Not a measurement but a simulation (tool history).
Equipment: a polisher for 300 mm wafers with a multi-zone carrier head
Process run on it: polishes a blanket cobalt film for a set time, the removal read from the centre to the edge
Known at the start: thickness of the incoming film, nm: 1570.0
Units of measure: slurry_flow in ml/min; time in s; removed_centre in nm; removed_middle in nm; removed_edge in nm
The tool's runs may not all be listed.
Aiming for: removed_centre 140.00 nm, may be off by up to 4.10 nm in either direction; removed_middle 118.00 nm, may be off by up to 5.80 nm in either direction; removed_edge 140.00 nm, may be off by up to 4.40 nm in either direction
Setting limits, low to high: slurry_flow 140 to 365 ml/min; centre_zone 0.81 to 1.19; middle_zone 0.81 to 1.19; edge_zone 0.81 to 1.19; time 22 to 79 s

run	day	slurry_flow	centre_zone	middle_zone	edge_zone	time	removed_centre	removed_middle	removed_edge
1	0.000	235	1.00	1.00	1.00	50	258.89	245.88	257.08
2	0.121	235	1.00	1.00	1.05	50	265.25	257.42	267.33
3	0.438	205	1.00	1.00	1.05	50	258.18	248.20	261.74
4	0.521	245	1.00	1.00	1.05	50	261.49	252.12	267.40
5	0.654	245	1.00	1.00	1.05	58	306.61	289.55	309.48
6	0.712	230	1.00	0.98	1.03	53	277.75	259.34	282.65
7	0.817	220	1.00	0.97	1.00	49	254.19	229.80	251.95
8	1.075	170	0.90	0.87	0.90	35	156.36	145.83	166.34
9	1.192	170	0.90	0.86	0.89	34	150.12	143.18	160.54
10	1.254	165	0.91	0.85	0.89	33	144.55	136.93	152.34
11	1.538	165	0.93	0.84	0.91	32	144.45	131.16	152.39
12	1.879	165	0.94	0.84	0.91	32	145.56	130.93	152.00
13	2.158	165	0.95	0.84	0.91	32	146.81	127.28	152.92
14	2.471	165	0.95	0.84	0.91	32	148.72	134.46	151.12
15	2.708	165	0.96	0.84	0.92	31	142.80	124.24	148.69
16	2.746	165	0.96	0.84	0.91	31	144.53	127.85	147.43

5 candidate next runs follow, results not yet known. Just one meets every target within its allowed miss. Identify it.
A	2.783	155	0.99	0.81	0.95	31	?	?	?
B	2.783	145	0.91	0.87	0.88	33	?	?	?
C	2.783	165	1.02	0.81	1.09	30	?	?	?
D	2.783	170	0.98	0.83	0.93	29	?	?	?
E	2.783	215	0.93	0.90	0.84	31	?	?	?

move	removed_centre	removed_middle	removed_edge
A	146.97	122.23	148.58
B	141.23	135.87	150.83
C	148.84	119.87	155.27
D	139.17	118.99	139.57
E	147.85	141.76	146.72
A: corrects the largest miss of the last run, while another result sits out of spec
B: its largest miss is bigger than the last run's
C: corrects the largest miss of the last run, while another result sits out of spec
D: hits every target within its allowed miss
E: its largest miss is bigger than the last run's
Move D is the one to make.
